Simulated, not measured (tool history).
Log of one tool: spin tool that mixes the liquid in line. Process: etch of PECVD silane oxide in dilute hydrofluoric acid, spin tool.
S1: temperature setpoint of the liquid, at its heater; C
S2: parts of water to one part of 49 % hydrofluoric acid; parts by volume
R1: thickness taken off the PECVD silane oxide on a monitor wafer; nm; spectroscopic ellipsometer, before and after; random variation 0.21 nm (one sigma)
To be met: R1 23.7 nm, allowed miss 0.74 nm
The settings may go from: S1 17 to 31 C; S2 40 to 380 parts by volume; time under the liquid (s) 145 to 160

{"run": 1, "hour": 0.0, "S1": 23, "S2": 210, "time under the liquid (s)": 145, "R1": 28.573}
{"run": 2, "hour": 1.3, "S1": 23, "S2": 260, "time under the liquid (s)": 145, "R1": 22.468}
{"run": 3, "hour": 7.6, "S1": 23, "S2": 260, "time under the liquid (s)": 160, "R1": 24.9}
{"run": 4, "hour": 12.7, "S1": 23, "S2": 230, "time under the liquid (s)": 160, "R1": 28.523}
{"run": 5, "hour": 20.2, "S1": 23, "S2": 230, "time under the liquid (s)": 145, "R1": 26.002}
{"run": 6, "hour": 27.4, "S1": 23, "S2": 230, "time under the liquid (s)": 160, "R1": 28.597}
{"run": 7, "hour": 33.3, "S1": 21.5, "S2": 230, "time under the liquid (s)": 160, "R1": 26.937}
{"run": 8, "hour": 36.2, "S1": 21, "S2": 230, "time under the liquid (s)": 160, "R1": 26.441}
{"run": 9, "hour": 42.0, "S1": 20.5, "S2": 230, "time under the liquid (s)": 160, "R1": 25.527}
{"run": 10, "hour": 42.6, "S1": 20.5, "S2": 230, "time under the liquid (s)": 160, "R1": 26.039}

4 next moves are on the table. One of them brings every result within its allowed miss. Which?
{"run": "A", "hour": 43.2, "S1": 18.5, "S2": 225, "time under the liquid (s)": 160, "R1": "?"}
{"run": "B", "hour": 43.2, "S1": 21.5, "S2": 240, "time under the liquid (s)": 160, "R1": "?"}
{"run": "C", "hour": 43.2, "S1": 19.5, "S2": 225, "time under the liquid (s)": 145, "R1": "?"}
{"run": "D", "hour": 43.2, "S1": 20.5, "S2": 225, "time under the liquid (s)": 150, "R1": "?"}

move=A R1=24.792
move=B R1=25.673
move=C R1=23.35
move=D R1=25.092
A: nearer than the last run, and not there yet
B: nearer than the last run, and not there yet
C: meets every target
D: nearer than the last run, and not there yet
Move C is the one to make.
